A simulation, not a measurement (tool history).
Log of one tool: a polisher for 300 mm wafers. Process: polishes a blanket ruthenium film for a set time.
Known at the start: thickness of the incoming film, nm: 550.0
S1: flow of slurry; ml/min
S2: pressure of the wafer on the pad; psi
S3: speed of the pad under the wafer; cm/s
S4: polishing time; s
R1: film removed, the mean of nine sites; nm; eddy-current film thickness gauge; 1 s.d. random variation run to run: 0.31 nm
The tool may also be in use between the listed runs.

| run | day | S1 | S2 | S3 | S4 | R1 |
|---|---|---|---|---|---|---|
| 1 | 0 | 200 | 2.1 | 90 | 57 | 62.797 |
| 2 | 0.208 | 195 | 1.8 | 90 | 57 | 54.229 |
| 3 | 0.538 | 190 | 1.6 | 90 | 57 | 48.287 |
| 4 | 0.733 | 165 | 1.6 | 90 | 57 | 47.073 |
| 5 | 0.867 | 130 | 1.6 | 90 | 57 | 45.688 |
| 6 | 1.121 | 160 | 1.6 | 90 | 57 | 46.926 |
| 7 | 1.242 | 155 | 1.5 | 90 | 57 | 43.866 |
| 8 | 1.367 | 150 | 1.4 | 90 | 57 | 40.497 |

What does the tool deliver on the next run?
| 9 | 1.392 | 145 | 1.4 | 90 | 57 | ? |

R1: 40.821 nm
